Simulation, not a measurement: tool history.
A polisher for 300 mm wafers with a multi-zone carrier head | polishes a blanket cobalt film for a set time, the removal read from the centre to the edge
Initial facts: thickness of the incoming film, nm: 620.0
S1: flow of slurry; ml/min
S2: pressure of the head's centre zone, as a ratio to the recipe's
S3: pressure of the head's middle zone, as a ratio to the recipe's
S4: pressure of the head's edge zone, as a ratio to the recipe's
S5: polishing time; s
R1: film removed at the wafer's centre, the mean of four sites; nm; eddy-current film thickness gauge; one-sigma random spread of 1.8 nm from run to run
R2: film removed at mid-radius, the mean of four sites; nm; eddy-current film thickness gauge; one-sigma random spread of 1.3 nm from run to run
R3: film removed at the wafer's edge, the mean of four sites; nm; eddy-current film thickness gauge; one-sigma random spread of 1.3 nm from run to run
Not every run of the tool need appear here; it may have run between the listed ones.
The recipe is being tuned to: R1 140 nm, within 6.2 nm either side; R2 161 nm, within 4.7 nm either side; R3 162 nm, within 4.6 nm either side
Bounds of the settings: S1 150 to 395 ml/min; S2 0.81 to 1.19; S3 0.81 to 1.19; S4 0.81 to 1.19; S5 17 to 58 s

run,hour,S1,S2,S3,S4,S5,R1,R2,R3
1,0,250,1,1,1,37,247.84,264.78,251.49
2,7.5,310,1,1,1,37,254.54,259.79,252.75
3,9.5,300,0.95,0.97,0.97,33,213.86,227.37,221.23
4,16.1,340,0.95,0.97,0.97,33,226.17,234.15,223.76
5,16.8,310,0.95,0.97,0.97,33,221.61,232.02,223.91
6,21.3,310,0.95,0.92,0.97,33,222.02,222.46,221
7,26.4,240,0.85,0.89,0.94,23,137.3,148.05,149.69
8,33.4,255,0.84,0.9,0.96,23,136.19,148.84,153.91
9,38.2,270,0.84,0.92,0.97,23,138.53,151.07,154.4
10,43.6,280,0.81,0.99,1.04,24,137.68,167.66,166.59
11,48.6,275,0.82,0.98,1.03,24,142.16,165.95,165.72
12,55.1,270,0.82,0.97,1.02,24,141.34,164.64,162.86
13,56.1,270,0.82,0.97,1.02,24,141.12,166.24,165.05

Exercise: of the 4 proposed moves below, exactly one satisfies all targets within the stated allowed misses. Which move is it?
A,57.1,280,0.81,0.93,0.96,24,?,?,?
B,57.1,270,0.87,0.87,1.02,24,?,?,?
C,57.1,250,0.81,0.97,1.07,25,?,?,?
D,57.1,360,0.88,1.01,1,23,?,?,?

move,R1,R2,R3
A,140.32,163.04,161.25
B,147.56,154.08,165.45
C,144.23,173.43,174.92
D,147.09,170.72,160.1
A: every result within its allowed miss
B: takes the result that was furthest off past its target
C: the biggest miss grows against the last run
D: the biggest miss grows against the last run
The right move is A.
